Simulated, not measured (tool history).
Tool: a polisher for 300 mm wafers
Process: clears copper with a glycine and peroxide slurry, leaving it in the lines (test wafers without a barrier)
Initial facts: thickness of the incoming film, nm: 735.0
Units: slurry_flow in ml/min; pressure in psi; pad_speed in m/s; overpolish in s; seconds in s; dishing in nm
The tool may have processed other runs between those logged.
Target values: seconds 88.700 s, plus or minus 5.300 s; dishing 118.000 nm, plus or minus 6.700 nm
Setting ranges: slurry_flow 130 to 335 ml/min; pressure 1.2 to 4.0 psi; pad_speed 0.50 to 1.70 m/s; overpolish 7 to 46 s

run 1 hour=0.0 | slurry_flow=215 pressure=2.6 pad_speed=1.10 overpolish=24 | seconds=145.530 dishing=73.726
run 2 hour=6.1 | slurry_flow=215 pressure=2.3 pad_speed=1.10 overpolish=24 | seconds=159.600 dishing=68.753
run 3 hour=9.7 | slurry_flow=215 pressure=2.8 pad_speed=1.14 overpolish=25 | seconds=128.430 dishing=81.919
run 4 hour=13.9 | slurry_flow=215 pressure=3.1 pad_speed=1.16 overpolish=26 | seconds=120.160 dishing=90.338
run 5 hour=21.3 | slurry_flow=215 pressure=3.4 pad_speed=1.18 overpolish=26 | seconds=108.130 dishing=97.854
run 6 hour=24.8 | slurry_flow=215 pressure=3.4 pad_speed=1.34 overpolish=26 | seconds=96.463 dishing=106.880
run 7 hour=29.2 | slurry_flow=215 pressure=3.5 pad_speed=1.34 overpolish=26 | seconds=93.538 dishing=104.330
run 8 hour=32.9 | slurry_flow=215 pressure=3.6 pad_speed=1.34 overpolish=27 | seconds=89.244 dishing=109.070
-- hour=37.7 head pressure recalibrated
run 9 hour=37.7 | slurry_flow=215 pressure=3.6 pad_speed=1.34 overpolish=27 | seconds=92.266 dishing=105.450
run 10 hour=45.7 | slurry_flow=215 pressure=3.6 pad_speed=1.34 overpolish=28 | seconds=94.780 dishing=108.310

Below are 5 possible settings for the next run. Only one of them brings all results inside the allowed miss of their targets. Which is it?
run A hour=53.7 | slurry_flow=215 pressure=3.5 pad_speed=1.20 overpolish=38 | seconds=? dishing=?
run B hour=53.7 | slurry_flow=195 pressure=3.2 pad_speed=1.38 overpolish=28 | seconds=? dishing=?
run C hour=53.7 | slurry_flow=230 pressure=3.7 pad_speed=1.28 overpolish=21 | seconds=? dishing=?
run D hour=53.7 | slurry_flow=205 pressure=3.4 pad_speed=1.46 overpolish=25 | seconds=? dishing=?
run E hour=53.7 | slurry_flow=185 pressure=3.7 pad_speed=1.46 overpolish=30 | seconds=? dishing=?

move=A seconds=107.400 dishing=122.190
move=B seconds=104.020 dishing=102.830
move=C seconds=95.847 dishing=90.972
move=D seconds=93.170 dishing=102.880
move=E seconds=87.519 dishing=119.590
A: meets the target for the result that was furthest off, but another lies outside its allowed miss
B: misses by more than the last run did
C: misses by more than the last run did
D: misses by more than the last run did
E: every result lands within tolerance
E is the move that brings every result within its allowed miss.
